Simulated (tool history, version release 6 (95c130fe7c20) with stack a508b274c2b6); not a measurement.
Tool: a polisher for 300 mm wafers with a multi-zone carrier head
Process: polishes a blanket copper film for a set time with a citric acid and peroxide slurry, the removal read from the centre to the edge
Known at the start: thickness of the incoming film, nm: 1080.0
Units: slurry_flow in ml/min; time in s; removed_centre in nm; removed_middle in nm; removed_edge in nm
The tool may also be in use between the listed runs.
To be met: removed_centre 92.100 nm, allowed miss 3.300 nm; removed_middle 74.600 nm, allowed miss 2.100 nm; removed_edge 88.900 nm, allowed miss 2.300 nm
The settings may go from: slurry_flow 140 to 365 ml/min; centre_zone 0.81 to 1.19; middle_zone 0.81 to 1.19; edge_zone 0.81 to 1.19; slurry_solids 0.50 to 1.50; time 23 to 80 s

{"run": 1, "hour": 0.0, "slurry_flow": 235, "centre_zone": 1.0, "middle_zone": 1.0, "edge_zone": 1.0, "slurry_solids": 1.0, "time": 51, "removed_centre": 100.81, "removed_middle": 98.634, "removed_edge": 96.831}
{"run": 2, "hour": 2.4, "slurry_flow": 220, "centre_zone": 1.0, "middle_zone": 0.95, "edge_zone": 1.0, "slurry_solids": 0.95, "time": 51, "removed_centre": 97.467, "removed_middle": 94.288, "removed_edge": 95.737}
{"run": 3, "hour": 11.2, "slurry_flow": 220, "centre_zone": 1.03, "middle_zone": 0.91, "edge_zone": 1.03, "slurry_solids": 0.85, "time": 50, "removed_centre": 94.587, "removed_middle": 86.469, "removed_edge": 93.314}
{"run": 4, "hour": 17.3, "slurry_flow": 220, "centre_zone": 1.03, "middle_zone": 0.91, "edge_zone": 1.03, "slurry_solids": 0.7, "time": 50, "removed_centre": 93.36, "removed_middle": 84.124, "removed_edge": 88.309}
{"run": 5, "hour": 17.9, "slurry_flow": 265, "centre_zone": 1.03, "middle_zone": 0.91, "edge_zone": 1.03, "slurry_solids": 0.7, "time": 50, "removed_centre": 94.851, "removed_middle": 85.401, "removed_edge": 91.016}
{"run": 6, "hour": 26.1, "slurry_flow": 255, "centre_zone": 1.04, "middle_zone": 0.88, "edge_zone": 1.04, "slurry_solids": 0.65, "time": 50, "removed_centre": 95.878, "removed_middle": 81.397, "removed_edge": 89.788}
{"run": 7, "hour": 33.7, "slurry_flow": 245, "centre_zone": 1.04, "middle_zone": 0.86, "edge_zone": 1.05, "slurry_solids": 0.65, "time": 50, "removed_centre": 94.372, "removed_middle": 78.418, "removed_edge": 89.052}
{"run": 8, "hour": 40.7, "slurry_flow": 240, "centre_zone": 1.04, "middle_zone": 0.85, "edge_zone": 1.05, "slurry_solids": 0.65, "time": 50, "removed_centre": 92.921, "removed_middle": 79.111, "removed_edge": 89.242}
{"run": 9, "hour": 45.7, "slurry_flow": 240, "centre_zone": 1.05, "middle_zone": 0.84, "edge_zone": 1.06, "slurry_solids": 0.65, "time": 50, "removed_centre": 95.568, "removed_middle": 78.462, "removed_edge": 90.658}
{"run": 10, "hour": 52.9, "slurry_flow": 235, "centre_zone": 1.05, "middle_zone": 0.83, "edge_zone": 1.06, "slurry_solids": 0.65, "time": 50, "removed_centre": 94.522, "removed_middle": 77.051, "removed_edge": 90.117}

4 next moves are on the table. One of them brings every result within its allowed miss. Which?
{"run": "A", "hour": 60.1, "slurry_flow": 250, "centre_zone": 1.18, "middle_zone": 0.81, "edge_zone": 1.12, "slurry_solids": 0.6, "time": 50, "removed_centre": "?", "removed_middle": "?", "removed_edge": "?"}
{"run": "B", "hour": 60.1, "slurry_flow": 230, "centre_zone": 1.1, "middle_zone": 0.87, "edge_zone": 1.05, "slurry_solids": 0.65, "time": 50, "removed_centre": "?", "removed_middle": "?", "removed_edge": "?"}
{"run": "C", "hour": 60.1, "slurry_flow": 225, "centre_zone": 1.13, "middle_zone": 0.89, "edge_zone": 1.04, "slurry_solids": 0.65, "time": 49, "removed_centre": "?", "removed_middle": "?", "removed_edge": "?"}
{"run": "D", "hour": 60.1, "slurry_flow": 275, "centre_zone": 1.05, "middle_zone": 0.81, "edge_zone": 1.05, "slurry_solids": 0.75, "time": 47, "removed_centre": "?", "removed_middle": "?", "removed_edge": "?"}

move=A removed_centre=104.150 removed_middle=74.740 removed_edge=90.968
move=B removed_centre=98.371 removed_middle=79.675 removed_edge=88.672
move=C removed_centre=98.360 removed_middle=79.307 removed_edge=86.265
move=D removed_centre=93.702 removed_middle=74.383 removed_edge=87.342
A: brings the result that was furthest off to its target, and leaves another outside
B: further off than the last run
C: further off than the last run
D: meets every target
The right move is D.

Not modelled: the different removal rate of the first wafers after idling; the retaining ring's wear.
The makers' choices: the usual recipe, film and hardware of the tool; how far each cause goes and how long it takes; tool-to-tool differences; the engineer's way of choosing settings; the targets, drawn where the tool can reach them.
